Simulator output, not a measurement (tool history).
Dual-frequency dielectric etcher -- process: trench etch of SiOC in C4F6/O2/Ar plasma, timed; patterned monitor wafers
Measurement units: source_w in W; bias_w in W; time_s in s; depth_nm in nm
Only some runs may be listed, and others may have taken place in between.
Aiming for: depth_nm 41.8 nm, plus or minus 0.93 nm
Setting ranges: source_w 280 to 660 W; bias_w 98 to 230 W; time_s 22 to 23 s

run	hour	source_w	bias_w	time_s	depth_nm
1	0	470	164	22	49.628
2	7.1	470	180	22	51.013
3	9.7	410	170	22	47.72
4	17.8	370	164	22	45.276
5	19.6	370	164	23	47.567
6	25.6	330	164	23	45.627
7	33.3	320	159	23	44.812
8	38.4	310	155	23	43.997
9	42.7	300	152	23	43.348

Consider the 5 candidate settings below. Which is the only one whose results all fall within their allowed miss of target?
A	47	440	141	22	?
B	47	350	169	22	?
C	47	310	143	22.5	?
D	47	360	177	22	?
E	47	320	151	23	?

move	depth_nm
A	46.363
B	44.981
C	42.014
D	46.054
E	44.105
A: the biggest miss grows against the last run
B: the biggest miss grows against the last run
C: each result inside its tolerance
D: the biggest miss grows against the last run
E: the biggest miss grows against the last run
The right move is C.

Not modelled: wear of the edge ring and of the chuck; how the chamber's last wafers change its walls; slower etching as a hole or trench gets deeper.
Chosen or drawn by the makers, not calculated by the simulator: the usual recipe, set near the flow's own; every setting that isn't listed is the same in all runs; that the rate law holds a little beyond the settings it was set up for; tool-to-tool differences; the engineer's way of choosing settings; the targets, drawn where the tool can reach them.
